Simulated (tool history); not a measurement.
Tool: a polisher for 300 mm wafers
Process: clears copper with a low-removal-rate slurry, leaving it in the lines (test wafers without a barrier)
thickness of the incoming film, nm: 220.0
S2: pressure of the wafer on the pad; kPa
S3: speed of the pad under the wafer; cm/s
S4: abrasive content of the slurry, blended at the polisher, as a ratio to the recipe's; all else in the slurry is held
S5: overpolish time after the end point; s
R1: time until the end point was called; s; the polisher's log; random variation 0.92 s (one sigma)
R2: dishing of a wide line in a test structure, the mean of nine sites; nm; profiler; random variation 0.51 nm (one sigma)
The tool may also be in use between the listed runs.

{"run": 1, "hour": 0.0, "flow of slurry (ml/min)": 185, "S2": 20.7, "S3": 88, "S4": 1.0, "S5": 11, "R1": 62.716, "R2": 25.692}
{"run": 2, "hour": 4.7, "flow of slurry (ml/min)": 180, "S2": 18.6, "S3": 88, "S4": 1.0, "S5": 12, "R1": 70.36, "R2": 24.211}
{"run": 3, "hour": 9.0, "flow of slurry (ml/min)": 180, "S2": 18.6, "S3": 88, "S4": 1.0, "S5": 8, "R1": 69.904, "R2": 16.868}
{"run": 4, "hour": 12.4, "flow of slurry (ml/min)": 175, "S2": 17.2, "S3": 88, "S4": 1.0, "S5": 10, "R1": 76.165, "R2": 19.363}
{"run": 5, "hour": 19.7, "flow of slurry (ml/min)": 175, "S2": 17.2, "S3": 88, "S4": 1.1, "S5": 10, "R1": 73.844, "R2": 19.639}
{"run": 6, "hour": 27.8, "flow of slurry (ml/min)": 170, "S2": 15.9, "S3": 88, "S4": 1.1, "S5": 11, "R1": 80.886, "R2": 19.927}

Run 7 comes next. What will it give?
{"run": 7, "hour": 35.2, "flow of slurry (ml/min)": 165, "S2": 15.2, "S3": 88, "S4": 1.1, "S5": 12, "R1": "?", "R2": "?"}

Run 7 gave R1 85.349 s, R2 19.409 nm.
